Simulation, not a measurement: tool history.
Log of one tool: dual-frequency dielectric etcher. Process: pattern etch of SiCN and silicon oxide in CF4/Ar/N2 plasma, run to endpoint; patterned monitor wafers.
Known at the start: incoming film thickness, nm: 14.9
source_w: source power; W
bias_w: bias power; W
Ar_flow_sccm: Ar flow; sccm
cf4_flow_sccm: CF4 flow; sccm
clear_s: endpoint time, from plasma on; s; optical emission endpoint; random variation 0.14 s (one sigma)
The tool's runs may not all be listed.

Run 1, hour 0: source_w 540 W, bias_w 78 W, Ar_flow_sccm 84 sccm, cf4_flow_sccm 62 sccm. Result: clear_s 14.779 s.
Run 2, hour 5.2: source_w 540 W, bias_w 88 W, Ar_flow_sccm 84 sccm, cf4_flow_sccm 62 sccm. Result: clear_s 14.465 s.
Run 3, hour 6.8: source_w 540 W, bias_w 98 W, Ar_flow_sccm 84 sccm, cf4_flow_sccm 62 sccm. Result: clear_s 13.793 s.
Run 4, hour 7.7: source_w 540 W, bias_w 110 W, Ar_flow_sccm 84 sccm, cf4_flow_sccm 62 sccm. Result: clear_s 13.342 s.
Run 5, hour 16.6: source_w 540 W, bias_w 110 W, Ar_flow_sccm 75 sccm, cf4_flow_sccm 62 sccm. Result: clear_s 13.239 s.
Run 6, hour 20.4: source_w 540 W, bias_w 110 W, Ar_flow_sccm 83 sccm, cf4_flow_sccm 62 sccm. Result: clear_s 13.647 s.

Forecast run 7:
Run 7, hour 28.6: source_w 460 W, bias_w 104 W, Ar_flow_sccm 92 sccm, cf4_flow_sccm 59 sccm. Result: clear_s ?.

clear_s: 16.693 s
